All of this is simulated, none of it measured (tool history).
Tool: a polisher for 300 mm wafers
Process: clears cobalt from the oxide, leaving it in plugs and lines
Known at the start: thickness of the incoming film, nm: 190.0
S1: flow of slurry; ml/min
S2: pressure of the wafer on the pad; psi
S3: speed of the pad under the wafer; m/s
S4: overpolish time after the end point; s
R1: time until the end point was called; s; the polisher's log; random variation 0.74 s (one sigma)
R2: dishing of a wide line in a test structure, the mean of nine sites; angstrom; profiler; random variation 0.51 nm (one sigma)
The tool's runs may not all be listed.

{"run": 1, "hour": 0.0, "S1": 280, "S2": 1.4, "S3": 0.86, "S4": 27, "R1": 59.35, "R2": 448.58}
{"run": 2, "hour": 2.0, "S1": 280, "S2": 1.3, "S3": 0.86, "S4": 24, "R1": 62.111, "R2": 397.36}
{"run": 3, "hour": 4.8, "S1": 280, "S2": 1.3, "S3": 0.86, "S4": 35, "R1": 61.946, "R2": 496.53}
{"run": 4, "hour": 12.7, "S1": 350, "S2": 1.3, "S3": 0.86, "S4": 35, "R1": 60.972, "R2": 479.37}
{"run": 5, "hour": 13.3, "S1": 355, "S2": 1.2, "S3": 0.86, "S4": 31, "R1": 64.225, "R2": 462.32}
{"run": 6, "hour": 14.0, "S1": 350, "S2": 1.1, "S3": 0.86, "S4": 25, "R1": 67.996, "R2": 411.82}
{"run": 7, "hour": 16.1, "S1": 345, "S2": 1, "S3": 0.86, "S4": 20, "R1": 71.354, "R2": 329.72}
{"run": 8, "hour": 21.1, "S1": 335, "S2": 0.9, "S3": 0.86, "S4": 20, "R1": 75.297, "R2": 315.63}

Run 9 comes next. What will it give?
{"run": 9, "hour": 27.2, "S1": 330, "S2": 0.8, "S3": 0.86, "S4": 21, "R1": "?", "R2": "?"}

Run 9 gave R1 81.485 s, R2 308.02 angstrom.

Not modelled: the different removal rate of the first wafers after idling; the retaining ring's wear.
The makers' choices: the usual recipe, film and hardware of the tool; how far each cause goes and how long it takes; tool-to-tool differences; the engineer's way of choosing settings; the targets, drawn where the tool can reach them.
